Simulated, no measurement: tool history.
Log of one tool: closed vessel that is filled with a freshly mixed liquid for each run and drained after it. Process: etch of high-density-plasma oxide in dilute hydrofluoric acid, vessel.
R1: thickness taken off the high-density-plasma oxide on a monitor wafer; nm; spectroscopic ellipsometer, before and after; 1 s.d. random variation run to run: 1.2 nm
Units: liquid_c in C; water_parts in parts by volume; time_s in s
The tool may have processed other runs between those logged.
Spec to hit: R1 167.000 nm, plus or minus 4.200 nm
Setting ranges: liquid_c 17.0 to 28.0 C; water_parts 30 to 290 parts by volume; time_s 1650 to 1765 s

{"run": 1, "hour": 0.0, "liquid_c": 20.0, "water_parts": 160, "time_s": 1650, "R1": 53.442}
{"run": 2, "hour": 6.2, "liquid_c": 22.0, "water_parts": 130, "time_s": 1650, "R1": 73.268}
{"run": 3, "hour": 12.5, "liquid_c": 23.5, "water_parts": 110, "time_s": 1650, "R1": 95.043}
{"run": 4, "hour": 15.3, "liquid_c": 23.5, "water_parts": 110, "time_s": 1765, "R1": 100.45}
{"run": 5, "hour": 22.4, "liquid_c": 23.5, "water_parts": 150, "time_s": 1765, "R1": 70.913}
{"run": 6, "hour": 28.1, "liquid_c": 26.5, "water_parts": 150, "time_s": 1765, "R1": 78.257}
{"run": 7, "hour": 31.1, "liquid_c": 27.0, "water_parts": 130, "time_s": 1765, "R1": 95.334}
{"run": 8, "hour": 33.7, "liquid_c": 27.0, "water_parts": 130, "time_s": 1765, "R1": 94.958}
{"run": 9, "hour": 36.4, "liquid_c": 27.5, "water_parts": 115, "time_s": 1765, "R1": 112.18}
{"run": 10, "hour": 37.0, "liquid_c": 27.5, "water_parts": 105, "time_s": 1765, "R1": 124.07}
{"run": 11, "hour": 44.7, "liquid_c": 27.5, "water_parts": 95, "time_s": 1765, "R1": 137.63}
{"run": 12, "hour": 48.6, "liquid_c": 27.5, "water_parts": 95, "time_s": 1765, "R1": 137.88}
{"run": 13, "hour": 57.2, "liquid_c": 27.5, "water_parts": 95, "time_s": 1765, "R1": 138.9}
{"run": 14, "hour": 64.8, "liquid_c": 27.5, "water_parts": 90, "time_s": 1765, "R1": 146.28}
{"run": 15, "hour": 73.5, "liquid_c": 28.0, "water_parts": 70, "time_s": 1765, "R1": 195.76}
{"run": 16, "hour": 79.2, "liquid_c": 27.0, "water_parts": 70, "time_s": 1765, "R1": 190.42}
{"run": 17, "hour": 86.0, "liquid_c": 26.0, "water_parts": 70, "time_s": 1765, "R1": 182.1}
{"run": 18, "hour": 93.8, "liquid_c": 25.0, "water_parts": 70, "time_s": 1765, "R1": 173.49}

Which one of the following 4 next-run settings gets every result inside its allowed miss? There is exactly one.
{"run": "A", "hour": 101.6, "liquid_c": 25.5, "water_parts": 70, "time_s": 1760, "R1": "?"}
{"run": "B", "hour": 101.6, "liquid_c": 25.5, "water_parts": 75, "time_s": 1765, "R1": "?"}
{"run": "C", "hour": 101.6, "liquid_c": 21.0, "water_parts": 65, "time_s": 1740, "R1": "?"}
{"run": "D", "hour": 101.6, "liquid_c": 28.0, "water_parts": 75, "time_s": 1765, "R1": "?"}

move=A R1=178.590
move=B R1=166.050
move=C R1=159.230
move=D R1=183.250
A: its largest miss is bigger than the last run's
B: each result inside its tolerance
C: the result that was furthest off in the last run now lies on the other side of its target
D: its largest miss is bigger than the last run's
Answer: B
